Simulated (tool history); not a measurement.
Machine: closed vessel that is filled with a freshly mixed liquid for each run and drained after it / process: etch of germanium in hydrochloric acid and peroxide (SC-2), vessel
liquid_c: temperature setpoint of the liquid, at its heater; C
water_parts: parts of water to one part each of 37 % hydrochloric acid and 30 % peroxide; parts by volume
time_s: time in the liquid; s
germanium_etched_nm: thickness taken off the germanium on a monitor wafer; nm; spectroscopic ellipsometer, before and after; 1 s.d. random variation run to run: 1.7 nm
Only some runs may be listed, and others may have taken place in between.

run 1 hour=0.0 | liquid_c=63.0 water_parts=5.5 time_s=95 | germanium_etched_nm=280.38
run 2 hour=5.3 | liquid_c=63.0 water_parts=5.5 time_s=95 | germanium_etched_nm=285.26
run 3 hour=13.4 | liquid_c=63.0 water_parts=5.5 time_s=100 | germanium_etched_nm=296.41
run 4 hour=21.6 | liquid_c=59.5 water_parts=5.5 time_s=100 | germanium_etched_nm=265.95
run 5 hour=28.0 | liquid_c=59.5 water_parts=4.5 time_s=100 | germanium_etched_nm=270.80
run 6 hour=35.1 | liquid_c=59.5 water_parts=4.5 time_s=95 | germanium_etched_nm=253.76
run 7 hour=36.9 | liquid_c=57.5 water_parts=4.5 time_s=95 | germanium_etched_nm=239.42
run 8 hour=43.5 | liquid_c=55.5 water_parts=4.5 time_s=95 | germanium_etched_nm=223.76
run 9 hour=47.8 | liquid_c=54.0 water_parts=4.5 time_s=95 | germanium_etched_nm=220.02
run 10 hour=51.8 | liquid_c=52.5 water_parts=4.5 time_s=95 | germanium_etched_nm=206.01

What does the tool deliver on the next run?
run 11 hour=57.9 | liquid_c=52.0 water_parts=4.5 time_s=95 | germanium_etched_nm=?

germanium_etched_nm: 201.91 nm

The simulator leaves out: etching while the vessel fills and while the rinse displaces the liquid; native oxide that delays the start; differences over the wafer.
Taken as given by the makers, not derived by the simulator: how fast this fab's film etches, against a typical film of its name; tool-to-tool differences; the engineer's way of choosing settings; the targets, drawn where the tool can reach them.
